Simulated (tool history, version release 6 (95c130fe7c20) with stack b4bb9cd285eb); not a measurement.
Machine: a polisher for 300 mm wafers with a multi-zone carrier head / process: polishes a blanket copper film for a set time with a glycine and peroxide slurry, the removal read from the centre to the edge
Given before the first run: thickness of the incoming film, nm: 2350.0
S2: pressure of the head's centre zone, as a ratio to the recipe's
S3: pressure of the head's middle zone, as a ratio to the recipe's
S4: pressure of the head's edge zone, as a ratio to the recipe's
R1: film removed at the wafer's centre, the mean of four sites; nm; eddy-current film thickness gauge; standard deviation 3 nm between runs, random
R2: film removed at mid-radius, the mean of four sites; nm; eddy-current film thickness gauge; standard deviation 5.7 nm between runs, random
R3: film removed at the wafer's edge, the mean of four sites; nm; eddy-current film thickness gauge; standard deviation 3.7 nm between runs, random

Run 1, day 0: flow of slurry (ml/min) 175, S2 1, S3 1, S4 1, polishing time (s) 38. Result: R1 355.17 nm, R2 327.08 nm, R3 325.7 nm.
Run 2, day 0.096: flow of slurry (ml/min) 180, S2 0.99, S3 1.03, S4 1.02, polishing time (s) 40. Result: R1 376.1 nm, R2 356.31 nm, R3 352.8 nm.
Run 3, day 0.212: flow of slurry (ml/min) 180, S2 0.99, S3 1.03, S4 1.02, polishing time (s) 44. Result: R1 409.69 nm, R2 392.3 nm, R3 384.98 nm.
Run 4, day 0.571: flow of slurry (ml/min) 180, S2 0.99, S3 0.99, S4 1.02, polishing time (s) 44. Result: R1 411.89 nm, R2 381.65 nm, R3 387.28 nm.
Run 5, day 0.946: flow of slurry (ml/min) 180, S2 0.99, S3 0.99, S4 1.02, polishing time (s) 50. Result: R1 457.8 nm, R2 437.68 nm, R3 439.72 nm.
Run 6, day 1.167: flow of slurry (ml/min) 180, S2 1.02, S3 0.99, S4 1.02, polishing time (s) 50. Result: R1 476.73 nm, R2 439.83 nm, R3 432.76 nm.
Run 7, day 1.367: flow of slurry (ml/min) 180, S2 1, S3 1.02, S4 1.01, polishing time (s) 50. Result: R1 468.51 nm, R2 444.97 nm, R3 434.43 nm.
Run 8, day 1.617: flow of slurry (ml/min) 180, S2 0.98, S3 1.05, S4 1, polishing time (s) 50. Result: R1 457.87 nm, R2 448.16 nm, R3 437.65 nm.
Run 9, day 1.808: flow of slurry (ml/min) 185, S2 0.96, S3 1.07, S4 0.97, polishing time (s) 51. Result: R1 464.03 nm, R2 475.63 nm, R3 441.42 nm.
Run 10, day 2.171: flow of slurry (ml/min) 185, S2 0.95, S3 1.09, S4 0.97, polishing time (s) 51. Result: R1 455.69 nm, R2 471.41 nm, R3 440.3 nm.
Run 11, day 2.488: flow of slurry (ml/min) 190, S2 0.94, S3 1.11, S4 0.96, polishing time (s) 51. Result: R1 451.84 nm, R2 484.51 nm, R3 437.58 nm.

Run 12 has not been measured yet. What should we expect?
At day 2.796: centre zone pressure recalibrated.
Run 12, day 2.796: flow of slurry (ml/min) 195, S2 0.93, S3 1.12, S4 0.97, polishing time (s) 51. Result: R1 ?, R2 ?, R3 ?.

{"run 12": {"R1": 431.6, "R2": 475.21, "R3": 443.4}}
